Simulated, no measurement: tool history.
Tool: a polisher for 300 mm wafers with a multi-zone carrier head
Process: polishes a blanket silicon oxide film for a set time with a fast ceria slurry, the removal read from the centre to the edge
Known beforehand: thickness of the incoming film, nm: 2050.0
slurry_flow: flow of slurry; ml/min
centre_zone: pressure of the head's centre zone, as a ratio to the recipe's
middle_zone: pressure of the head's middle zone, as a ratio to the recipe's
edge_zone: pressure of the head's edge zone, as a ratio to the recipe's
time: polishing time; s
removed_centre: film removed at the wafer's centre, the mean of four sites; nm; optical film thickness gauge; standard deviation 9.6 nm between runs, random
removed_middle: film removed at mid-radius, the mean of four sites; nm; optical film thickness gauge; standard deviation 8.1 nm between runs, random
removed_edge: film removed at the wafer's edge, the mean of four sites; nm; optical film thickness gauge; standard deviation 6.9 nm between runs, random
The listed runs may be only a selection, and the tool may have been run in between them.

Run 1, hour 0.0: slurry_flow 235 ml/min, centre_zone 1.00, middle_zone 1.00, edge_zone 1.00, time 50 s. Result: removed_centre 798.62 nm, removed_middle 780.41 nm, removed_edge 787.75 nm.
Run 2, hour 5.7: slurry_flow 180 ml/min, centre_zone 1.00, middle_zone 1.00, edge_zone 1.00, time 50 s. Result: removed_centre 751.93 nm, removed_middle 738.55 nm, removed_edge 749.34 nm.
Run 3, hour 11.3: slurry_flow 200 ml/min, centre_zone 1.01, middle_zone 1.01, edge_zone 1.01, time 50 s. Result: removed_centre 781.04 nm, removed_middle 769.88 nm, removed_edge 771.69 nm.
Run 4, hour 17.1: slurry_flow 215 ml/min, centre_zone 1.02, middle_zone 1.02, edge_zone 1.01, time 50 s. Result: removed_centre 789.19 nm, removed_middle 784.97 nm, removed_edge 781.49 nm.
Run 5, hour 25.4: slurry_flow 230 ml/min, centre_zone 1.03, middle_zone 1.02, edge_zone 1.01, time 50 s. Result: removed_centre 810.40 nm, removed_middle 778.16 nm, removed_edge 794.36 nm.
Run 6, hour 32.9: slurry_flow 260 ml/min, centre_zone 1.03, middle_zone 1.02, edge_zone 1.01, time 50 s. Result: removed_centre 815.04 nm, removed_middle 792.02 nm, removed_edge 798.54 nm.
Run 7, hour 35.4: slurry_flow 265 ml/min, centre_zone 1.04, middle_zone 1.03, edge_zone 1.01, time 50 s. Result: removed_centre 841.33 nm, removed_middle 798.75 nm, removed_edge 794.40 nm.
Run 8, hour 38.4: slurry_flow 270 ml/min, centre_zone 1.04, middle_zone 1.04, edge_zone 1.02, time 50 s. Result: removed_centre 834.55 nm, removed_middle 824.86 nm, removed_edge 805.85 nm.
At hour 43.9: edge zone pressure recalibrated.
Run 9, hour 43.9: slurry_flow 275 ml/min, centre_zone 1.05, middle_zone 1.05, edge_zone 1.03, time 50 s. Result: removed_centre 849.66 nm, removed_middle 825.54 nm, removed_edge 831.53 nm.
Run 10, hour 52.5: slurry_flow 280 ml/min, centre_zone 1.06, middle_zone 1.06, edge_zone 1.03, time 50 s. Result: removed_centre 854.52 nm, removed_middle 845.74 nm, removed_edge 848.08 nm.
Run 11, hour 59.7: slurry_flow 285 ml/min, centre_zone 1.07, middle_zone 1.07, edge_zone 1.02, time 50 s. Result: removed_centre 870.83 nm, removed_middle 846.62 nm, removed_edge 844.35 nm.
Run 12, hour 64.2: slurry_flow 290 ml/min, centre_zone 1.07, middle_zone 1.08, edge_zone 1.01, time 50 s. Result: removed_centre 847.09 nm, removed_middle 846.22 nm, removed_edge 837.38 nm.
Run 13, hour 67.9: slurry_flow 300 ml/min, centre_zone 1.08, middle_zone 1.08, edge_zone 1.00, time 50 s. Result: removed_centre 867.38 nm, removed_middle 853.88 nm, removed_edge 827.37 nm.

Estimate the outcome of run 14 from the log above:
Run 14, hour 72.0: slurry_flow 305 ml/min, centre_zone 1.09, middle_zone 1.09, edge_zone 1.00, time 50 s. Result: removed_centre ?, removed_middle ?, removed_edge ?.

removed_centre: 891.82 nm
removed_middle: 855.71 nm
removed_edge: 836.85 nm
